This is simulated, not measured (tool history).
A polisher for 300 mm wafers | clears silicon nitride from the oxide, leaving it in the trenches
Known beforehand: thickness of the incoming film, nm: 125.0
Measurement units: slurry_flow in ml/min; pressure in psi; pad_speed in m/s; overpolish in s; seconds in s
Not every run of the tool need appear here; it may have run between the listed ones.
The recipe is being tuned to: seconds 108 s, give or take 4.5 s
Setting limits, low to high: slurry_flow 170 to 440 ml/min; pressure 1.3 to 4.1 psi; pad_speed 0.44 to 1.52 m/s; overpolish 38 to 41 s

run,hour,slurry_flow,pressure,pad_speed,overpolish,seconds
1,0,280,2.7,0.98,38,140.82
2,2.6,280,3.3,0.98,38,117.1
3,10.9,280,3.4,0.98,38,118.09
4,14.2,280,3.4,1.14,38,98.441
5,23,280,3.3,1.14,38,102.26
6,25.8,280,3.9,1.14,38,86.632
7,28.8,280,3.8,1.14,38,90.43
8,33.4,280,3.7,1.14,38,94.769
9,38.6,280,3.6,1.14,38,95.541

5 candidate next runs follow, results not yet known. Just one meets every target within its allowed miss. Identify it.
A,43.8,390,3.3,1.38,41,?
B,43.8,270,3.7,0.98,38,?
C,43.8,260,4,1.26,38,?
D,43.8,225,4.1,1.22,41,?
E,43.8,280,3.8,1.2,38,?

move,seconds
A,80.942
B,105.76
C,77.845
D,80.058
E,84.634
A: lands further from the targets than the last run did
B: hits every target within its allowed miss
C: lands further from the targets than the last run did
D: lands further from the targets than the last run did
E: lands further from the targets than the last run did
Go with B: it meets all targets.
